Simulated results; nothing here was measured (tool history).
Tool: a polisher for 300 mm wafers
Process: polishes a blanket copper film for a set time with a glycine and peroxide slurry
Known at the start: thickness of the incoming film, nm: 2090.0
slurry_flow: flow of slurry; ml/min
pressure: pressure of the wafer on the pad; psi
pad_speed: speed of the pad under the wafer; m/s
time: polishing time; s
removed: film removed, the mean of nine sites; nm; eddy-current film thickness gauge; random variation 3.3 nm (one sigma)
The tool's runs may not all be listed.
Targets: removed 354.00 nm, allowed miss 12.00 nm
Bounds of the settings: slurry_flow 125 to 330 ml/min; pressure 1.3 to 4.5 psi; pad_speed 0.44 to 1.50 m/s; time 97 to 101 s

run,hour,slurry_flow,pressure,pad_speed,time,removed
1,0.0,210,2.9,0.96,97,502.86
2,6.7,190,2.9,0.96,97,504.34
3,7.8,145,2.9,0.96,97,496.06
4,15.4,145,2.9,0.96,97,488.62
5,22.7,145,2.5,0.96,97,443.02
6,26.6,145,2.5,0.82,97,385.39
7,35.5,145,2.4,0.82,97,380.74
8,40.4,145,2.3,0.82,97,373.01

Which of these 4 next moves meets every target?
A,45.3,155,2.0,0.80,101,?
B,45.3,180,2.0,0.76,97,?
C,45.3,125,2.4,0.70,97,?
D,45.3,160,2.4,0.78,101,?

move,removed
A,351.97
B,329.78
C,336.57
D,388.68
A: meets every target
B: takes the result that was furthest off past its target
C: takes the result that was furthest off past its target
D: further off than the last run
The right move is A.
